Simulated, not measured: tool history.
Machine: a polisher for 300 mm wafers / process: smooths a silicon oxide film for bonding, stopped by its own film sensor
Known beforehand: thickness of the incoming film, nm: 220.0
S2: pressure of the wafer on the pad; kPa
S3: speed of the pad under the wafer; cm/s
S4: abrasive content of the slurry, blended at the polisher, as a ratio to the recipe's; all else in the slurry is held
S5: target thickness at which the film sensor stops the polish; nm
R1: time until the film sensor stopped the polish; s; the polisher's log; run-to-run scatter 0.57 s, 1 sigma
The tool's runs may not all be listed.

{"run": 1, "hour": 0.0, "flow of slurry (ml/min)": 225, "S2": 15.9, "S3": 80, "S4": 1.0, "S5": 182, "R1": 51.838}
{"run": 2, "hour": 8.9, "flow of slurry (ml/min)": 255, "S2": 15.9, "S3": 80, "S4": 1.0, "S5": 182, "R1": 50.399}
{"run": 3, "hour": 17.8, "flow of slurry (ml/min)": 240, "S2": 14.5, "S3": 80, "S4": 1.0, "S5": 182, "R1": 54.949}
{"run": 4, "hour": 24.2, "flow of slurry (ml/min)": 240, "S2": 16.5, "S3": 80, "S4": 1.0, "S5": 182, "R1": 49.365}
{"run": 5, "hour": 32.3, "flow of slurry (ml/min)": 285, "S2": 16.5, "S3": 80, "S4": 1.0, "S5": 182, "R1": 48.244}
{"run": 6, "hour": 37.7, "flow of slurry (ml/min)": 285, "S2": 15.2, "S3": 80, "S4": 1.0, "S5": 182, "R1": 52.55}
{"run": 7, "hour": 39.2, "flow of slurry (ml/min)": 285, "S2": 13.8, "S3": 80, "S4": 1.0, "S5": 182, "R1": 57.623}

Run 8 has not been measured yet. What should we expect?
{"run": 8, "hour": 40.8, "flow of slurry (ml/min)": 285, "S2": 13.1, "S3": 80, "S4": 1.0, "S5": 182, "R1": "?"}

Run 8 came out at R1 60.185 s.

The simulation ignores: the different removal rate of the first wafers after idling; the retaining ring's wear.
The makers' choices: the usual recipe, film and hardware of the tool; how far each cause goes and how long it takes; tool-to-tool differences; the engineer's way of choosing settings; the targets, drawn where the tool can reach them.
